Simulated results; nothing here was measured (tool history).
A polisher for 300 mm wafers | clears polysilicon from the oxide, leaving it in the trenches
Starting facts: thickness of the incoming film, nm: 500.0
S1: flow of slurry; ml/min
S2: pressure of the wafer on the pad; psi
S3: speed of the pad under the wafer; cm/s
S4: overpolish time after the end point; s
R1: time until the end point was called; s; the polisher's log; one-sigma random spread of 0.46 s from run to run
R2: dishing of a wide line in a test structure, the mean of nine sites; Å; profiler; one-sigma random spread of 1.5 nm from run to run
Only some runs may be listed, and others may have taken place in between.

run,hour,S1,S2,S3,S4,R1,R2
1,0.0,225,2.0,112,22,36.788,831.02
2,8.3,225,1.9,112,23,39.084,822.00
3,12.6,225,1.8,112,24,40.811,842.24
4,17.3,225,1.8,112,15,41.009,727.76
5,22.5,225,2.2,112,15,34.092,799.70
6,29.5,175,2.2,112,15,34.676,791.75

What does the tool deliver on the next run?
7,30.2,175,2.2,112,15,?,?

R1: 34.533 s
R2: 770.03 Å
